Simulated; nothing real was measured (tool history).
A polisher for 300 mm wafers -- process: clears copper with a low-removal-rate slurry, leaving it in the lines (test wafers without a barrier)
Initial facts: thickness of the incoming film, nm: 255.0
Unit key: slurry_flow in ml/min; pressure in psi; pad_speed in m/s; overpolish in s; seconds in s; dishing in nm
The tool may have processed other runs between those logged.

run 1 hour=0 | slurry_flow=175 pressure=2.2 pad_speed=0.86 slurry_solids=1 overpolish=21 | seconds=150.19 dishing=16.735
run 2 hour=4.3 | slurry_flow=175 pressure=2.4 pad_speed=0.86 slurry_solids=1 overpolish=22 | seconds=138.6 dishing=19.137
run 3 hour=9.6 | slurry_flow=175 pressure=2.6 pad_speed=0.86 slurry_solids=1 overpolish=22 | seconds=129.81 dishing=19.527
run 4 hour=12.9 | slurry_flow=175 pressure=2.6 pad_speed=0.96 slurry_solids=1 overpolish=22 | seconds=110.8 dishing=20.995
run 5 hour=18.4 | slurry_flow=175 pressure=2.7 pad_speed=0.96 slurry_solids=1 overpolish=23 | seconds=111.3 dishing=22.524
run 6 hour=20.1 | slurry_flow=175 pressure=2.8 pad_speed=0.96 slurry_solids=1 overpolish=23 | seconds=109.34 dishing=22.356

What does the tool deliver on the next run?
-- hour=24 worn pad replaced by a new one
run 7 hour=24 | slurry_flow=175 pressure=2.9 pad_speed=0.96 slurry_solids=1 overpolish=23 | seconds=? dishing=?

{"run 7": {"seconds": 89.632, "dishing": 24.222}}
